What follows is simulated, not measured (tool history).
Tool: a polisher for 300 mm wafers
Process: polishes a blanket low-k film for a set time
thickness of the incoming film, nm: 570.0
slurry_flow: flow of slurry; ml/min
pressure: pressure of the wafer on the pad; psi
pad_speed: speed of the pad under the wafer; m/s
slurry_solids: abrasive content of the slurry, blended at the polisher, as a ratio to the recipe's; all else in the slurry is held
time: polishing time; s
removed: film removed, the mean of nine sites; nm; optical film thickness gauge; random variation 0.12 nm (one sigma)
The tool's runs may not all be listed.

Run 1, hour 0: slurry_flow 185 ml/min, pressure 1.7 psi, pad_speed 0.8 m/s, slurry_solids 1, time 93 s. Result: removed 24.532 nm.
Run 2, hour 2.8: slurry_flow 180 ml/min, pressure 1.5 psi, pad_speed 0.76 m/s, slurry_solids 1, time 93 s. Result: removed 21.035 nm.
Run 3, hour 4.4: slurry_flow 215 ml/min, pressure 1.5 psi, pad_speed 0.76 m/s, slurry_solids 1, time 93 s. Result: removed 20.908 nm.
Run 4, hour 12.8: slurry_flow 215 ml/min, pressure 1.3 psi, pad_speed 0.76 m/s, slurry_solids 1, time 93 s. Result: removed 18.532 nm.
Run 5, hour 21.6: slurry_flow 215 ml/min, pressure 1.3 psi, pad_speed 0.76 m/s, slurry_solids 0.8, time 93 s. Result: removed 16.766 nm.
Run 6, hour 30.3: slurry_flow 235 ml/min, pressure 1.3 psi, pad_speed 0.76 m/s, slurry_solids 0.8, time 93 s. Result: removed 16.87 nm.
Run 7, hour 33.5: slurry_flow 235 ml/min, pressure 1.2 psi, pad_speed 0.76 m/s, slurry_solids 0.8, time 93 s. Result: removed 15.596 nm.

The next listed run, before its measurement:
Run 8, hour 34.4: slurry_flow 235 ml/min, pressure 1.1 psi, pad_speed 0.76 m/s, slurry_solids 0.8, time 93 s. Result: removed ?.

Run 8 gave removed 14.265 nm.
